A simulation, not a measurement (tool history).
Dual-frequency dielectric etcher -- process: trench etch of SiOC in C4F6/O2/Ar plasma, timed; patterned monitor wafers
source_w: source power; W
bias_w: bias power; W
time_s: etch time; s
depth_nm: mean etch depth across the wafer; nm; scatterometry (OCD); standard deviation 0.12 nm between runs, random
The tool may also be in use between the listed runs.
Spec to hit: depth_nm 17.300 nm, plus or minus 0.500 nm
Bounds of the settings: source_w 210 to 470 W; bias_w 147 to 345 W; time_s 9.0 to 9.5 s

run,day,source_w,bias_w,time_s,depth_nm
1,0.000,340,246,9.5,21.315
2,0.125,340,209,9.5,19.832
3,0.475,320,201,9.5,18.861
4,0.529,360,201,9.5,19.952
5,0.804,360,201,9.5,20.211
6,1.150,340,196,9.5,19.418
7,1.375,320,191,9.5,18.634
8,1.733,310,188,9.5,18.311
9,1.850,300,186,9.5,18.033

5 next moves are on the table. One of them brings every result within its allowed miss. Which?
A,1.967,310,188,9.5,?
B,1.967,290,182,9.5,?
C,1.967,300,237,9.0,?
D,1.967,320,180,9.5,?
E,1.967,390,170,9.5,?

move,depth_nm
A,18.253
B,17.494
C,18.615
D,18.215
E,19.474
A: lands further from the targets than the last run did
B: in spec on every target
C: lands further from the targets than the last run did
D: lands further from the targets than the last run did
E: lands further from the targets than the last run did
Answer: B

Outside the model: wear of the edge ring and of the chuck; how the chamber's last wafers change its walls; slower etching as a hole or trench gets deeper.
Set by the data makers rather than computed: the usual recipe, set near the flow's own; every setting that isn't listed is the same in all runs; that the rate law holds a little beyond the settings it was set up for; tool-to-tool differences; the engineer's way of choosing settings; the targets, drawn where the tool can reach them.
